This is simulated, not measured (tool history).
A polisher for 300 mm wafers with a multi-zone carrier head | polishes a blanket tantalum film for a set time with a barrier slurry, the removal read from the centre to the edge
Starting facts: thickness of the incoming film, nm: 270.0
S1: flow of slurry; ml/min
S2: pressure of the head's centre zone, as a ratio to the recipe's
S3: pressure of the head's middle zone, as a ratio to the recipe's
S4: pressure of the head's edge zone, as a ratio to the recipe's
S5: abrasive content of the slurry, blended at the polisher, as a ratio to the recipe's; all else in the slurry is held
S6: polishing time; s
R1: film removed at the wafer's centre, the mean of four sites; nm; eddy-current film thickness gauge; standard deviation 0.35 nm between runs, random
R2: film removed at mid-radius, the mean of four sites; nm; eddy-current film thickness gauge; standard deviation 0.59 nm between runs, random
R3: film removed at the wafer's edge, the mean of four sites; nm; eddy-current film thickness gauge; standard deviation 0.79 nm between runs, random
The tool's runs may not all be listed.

run  hour   S1    S2    S3    S4   S5  S6      R1      R2      R3
  1   0.0  135  1.00  1.00  1.00  1.0  43  48.331  47.625  47.204
  2   4.6  165  1.00  1.00  1.00  1.0  43  50.466  50.510  48.786
  3   9.2  165  1.00  1.03  1.00  1.0  43  50.712  51.014  48.095
  4  15.0  165  0.97  1.00  1.06  1.1  43  50.362  50.897  50.924
  5  16.3  165  0.94  0.99  1.10  1.2  43  49.533  52.591  53.936
  6  19.2  165  0.97  0.99  1.10  1.2  43  52.410  52.818  53.084
  7  21.8  160  0.94  0.97  1.12  1.3  44  52.564  53.353  56.031

For run 8, what comes out?
  8  27.9  150  0.89  0.98  1.19  1.5  44   ?   ?   ?

Run 8 gave R1 49.919 nm, R2 53.948 nm, R3 57.924 nm.
